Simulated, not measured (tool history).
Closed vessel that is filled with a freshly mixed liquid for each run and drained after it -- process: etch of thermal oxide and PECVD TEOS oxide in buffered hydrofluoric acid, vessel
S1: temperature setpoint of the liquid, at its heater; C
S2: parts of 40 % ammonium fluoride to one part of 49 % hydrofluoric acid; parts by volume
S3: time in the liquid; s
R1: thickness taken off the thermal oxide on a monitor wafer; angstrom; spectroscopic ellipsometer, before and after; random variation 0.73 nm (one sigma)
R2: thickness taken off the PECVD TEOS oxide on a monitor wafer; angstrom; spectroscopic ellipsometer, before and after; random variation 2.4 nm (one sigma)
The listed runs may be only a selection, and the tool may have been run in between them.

run,hour,S1,S2,S3,R1,R2
1,0,22,22,115,587.38,1341.8
2,3.7,23,20.5,115,649.07,1486.9
3,6.9,23,20.5,150,847.34,1941.5
4,8.3,24,20,150,909.91,2070.1
5,14,25,19.5,150,979.9,2237.8
6,18.5,25,24,150,850.43,1939.9
7,21.8,25.5,23,150,908.36,2037.3
8,28.8,26,22,150,959.51,2173.1
9,30.8,26.5,21.5,150,999.33,2251.3
10,36.5,27,21,150,1039.2,2366

Run 11 has not been measured yet. What should we expect?
11,37.4,27.5,20.5,150,?,?

For run 11 the tool returned R1 1085.2 angstrom, R2 2476.4 angstrom.

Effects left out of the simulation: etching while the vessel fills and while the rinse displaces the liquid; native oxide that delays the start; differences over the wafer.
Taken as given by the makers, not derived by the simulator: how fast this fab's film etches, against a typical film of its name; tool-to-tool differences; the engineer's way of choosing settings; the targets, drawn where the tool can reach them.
